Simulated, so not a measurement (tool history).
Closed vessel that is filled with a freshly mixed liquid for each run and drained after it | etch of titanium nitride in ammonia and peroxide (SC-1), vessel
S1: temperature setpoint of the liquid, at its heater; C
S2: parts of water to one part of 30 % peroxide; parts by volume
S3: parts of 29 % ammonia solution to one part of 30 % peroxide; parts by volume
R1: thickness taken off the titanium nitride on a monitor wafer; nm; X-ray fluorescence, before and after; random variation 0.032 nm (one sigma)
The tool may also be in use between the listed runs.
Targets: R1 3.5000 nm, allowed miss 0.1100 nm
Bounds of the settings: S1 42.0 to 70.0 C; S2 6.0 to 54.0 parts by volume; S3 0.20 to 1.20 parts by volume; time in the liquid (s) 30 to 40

{"run": 1, "hour": 0.0, "S1": 58.0, "S2": 30.0, "S3": 0.8, "time in the liquid (s)": 40, "R1": 4.841}
{"run": 2, "hour": 7.6, "S1": 56.5, "S2": 30.0, "S3": 0.8, "time in the liquid (s)": 40, "R1": 4.5123}
{"run": 3, "hour": 9.9, "S1": 56.5, "S2": 30.0, "S3": 0.8, "time in the liquid (s)": 30, "R1": 3.3017}
{"run": 4, "hour": 16.2, "S1": 56.5, "S2": 21.5, "S3": 0.8, "time in the liquid (s)": 30, "R1": 4.0168}
{"run": 5, "hour": 24.9, "S1": 56.0, "S2": 21.5, "S3": 0.8, "time in the liquid (s)": 30, "R1": 3.8561}
{"run": 6, "hour": 30.9, "S1": 56.0, "S2": 11.0, "S3": 0.8, "time in the liquid (s)": 30, "R1": 5.4916}
{"run": 7, "hour": 33.0, "S1": 48.0, "S2": 11.0, "S3": 0.8, "time in the liquid (s)": 30, "R1": 3.1702}
{"run": 8, "hour": 39.0, "S1": 48.5, "S2": 11.0, "S3": 0.8, "time in the liquid (s)": 30, "R1": 3.3609}

Which of these 5 next moves meets every target?
{"run": "A", "hour": 45.0, "S1": 48.0, "S2": 11.0, "S3": 0.95, "time in the liquid (s)": 30, "R1": "?"}
{"run": "B", "hour": 45.0, "S1": 45.0, "S2": 7.0, "S3": 0.8, "time in the liquid (s)": 30, "R1": "?"}
{"run": "C", "hour": 45.0, "S1": 49.0, "S2": 18.5, "S3": 0.8, "time in the liquid (s)": 40, "R1": "?"}
{"run": "D", "hour": 45.0, "S1": 44.0, "S2": 8.5, "S3": 0.4, "time in the liquid (s)": 40, "R1": "?"}
{"run": "E", "hour": 45.0, "S1": 49.0, "S2": 13.0, "S3": 0.95, "time in the liquid (s)": 30, "R1": "?"}

move=A R1=3.3294
move=B R1=3.2759
move=C R1=3.5138
move=D R1=3.2965
move=E R1=3.2770
A: further off than the last run
B: further off than the last run
C: meets every target
D: further off than the last run
E: further off than the last run
Move C is the one to make.

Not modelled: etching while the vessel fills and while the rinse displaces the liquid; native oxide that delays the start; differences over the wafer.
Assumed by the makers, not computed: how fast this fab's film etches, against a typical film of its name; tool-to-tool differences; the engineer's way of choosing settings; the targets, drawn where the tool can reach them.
